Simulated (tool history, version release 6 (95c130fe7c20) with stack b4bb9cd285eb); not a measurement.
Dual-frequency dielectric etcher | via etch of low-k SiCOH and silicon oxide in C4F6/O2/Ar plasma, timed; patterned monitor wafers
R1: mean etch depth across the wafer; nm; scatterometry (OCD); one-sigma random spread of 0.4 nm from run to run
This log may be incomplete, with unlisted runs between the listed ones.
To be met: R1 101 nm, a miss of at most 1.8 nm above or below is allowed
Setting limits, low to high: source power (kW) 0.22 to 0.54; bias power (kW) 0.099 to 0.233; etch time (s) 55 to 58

run 1 hour=0 | source_power_(kW)=0.38 bias_power_(kW)=0.166 etch_time_(s)=55 | R1=123.01
run 2 hour=1.8 | source_power_(kW)=0.38 bias_power_(kW)=0.166 etch_time_(s)=58 | R1=129.3
run 3 hour=10.3 | source_power_(kW)=0.36 bias_power_(kW)=0.16 etch_time_(s)=58 | R1=123.92
run 4 hour=18.3 | source_power_(kW)=0.36 bias_power_(kW)=0.16 etch_time_(s)=55 | R1=118.16
run 5 hour=25.1 | source_power_(kW)=0.36 bias_power_(kW)=0.144 etch_time_(s)=55 | R1=115.6
run 6 hour=25.9 | source_power_(kW)=0.35 bias_power_(kW)=0.143 etch_time_(s)=55 | R1=112.78
run 7 hour=31.6 | source_power_(kW)=0.34 bias_power_(kW)=0.142 etch_time_(s)=55 | R1=110.69
run 8 hour=40.3 | source_power_(kW)=0.33 bias_power_(kW)=0.142 etch_time_(s)=55 | R1=108.45
run 9 hour=48.4 | source_power_(kW)=0.26 bias_power_(kW)=0.138 etch_time_(s)=55 | R1=89.916
run 10 hour=54 | source_power_(kW)=0.27 bias_power_(kW)=0.138 etch_time_(s)=55 | R1=94.078
run 11 hour=60.4 | source_power_(kW)=0.32 bias_power_(kW)=0.14 etch_time_(s)=55 | R1=106.03
run 12 hour=64.1 | source_power_(kW)=0.31 bias_power_(kW)=0.14 etch_time_(s)=55 | R1=103.58

Which one of the following 4 next-run settings gets every result inside its allowed miss? There is exactly one.
run A hour=67.8 | source_power_(kW)=0.3 bias_power_(kW)=0.136 etch_time_(s)=57 | R1=?
run B hour=67.8 | source_power_(kW)=0.29 bias_power_(kW)=0.133 etch_time_(s)=56.5 | R1=?
run C hour=67.8 | source_power_(kW)=0.26 bias_power_(kW)=0.149 etch_time_(s)=58 | R1=?
run D hour=67.8 | source_power_(kW)=0.24 bias_power_(kW)=0.193 etch_time_(s)=57.5 | R1=?

move=A R1=104.31
move=B R1=100.41
move=C R1=97.106
move=D R1=95.718
A: further off than the last run
B: every result lands within tolerance
C: carries the result that was furthest off beyond its target, to the other side
D: carries the result that was furthest off beyond its target, to the other side
Answer: B
